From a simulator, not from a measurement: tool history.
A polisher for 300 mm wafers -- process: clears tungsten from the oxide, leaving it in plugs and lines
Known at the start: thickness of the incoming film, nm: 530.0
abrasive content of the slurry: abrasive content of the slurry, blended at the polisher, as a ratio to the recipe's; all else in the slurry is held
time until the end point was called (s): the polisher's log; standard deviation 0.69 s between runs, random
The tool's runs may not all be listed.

run  hour  flow of slurry (ml/min)  pressure of the wafer on the pad (kPa)  speed of the pad under the wafer (m/s)  abrasive content of the slurry  overpolish time after the end point (s)  time until the end point was called (s)
  1     0                      285                                    18.6                                    1.34                               1                                       43                                   113.02
  2   1.1                      285                                    18.6                                    1.34                             1.2                                       43                                   108.58
  3  10.1                      285                                    19.3                                    1.34                             1.2                                       43                                   104.44
  4  14.8                      285                                    19.3                                    1.34                            1.35                                       43                                   102.76
  5  18.6                      215                                    19.3                                    1.34                            1.35                                       43                                   106.06
  6  27.3                      215                                    19.3                                    1.34                            1.35                                       46                                   105.05
  7    28                      220                                      20                                    1.34                            1.35                                       46                                    103.7

Run 8, settings as shown, results not yet in. Your forecast:
  8  35.7                      225                                    20.7                                    1.34                            1.35                                       46                                        ?

{"run 8": {"time until the end point was called (s)": 97.942}}
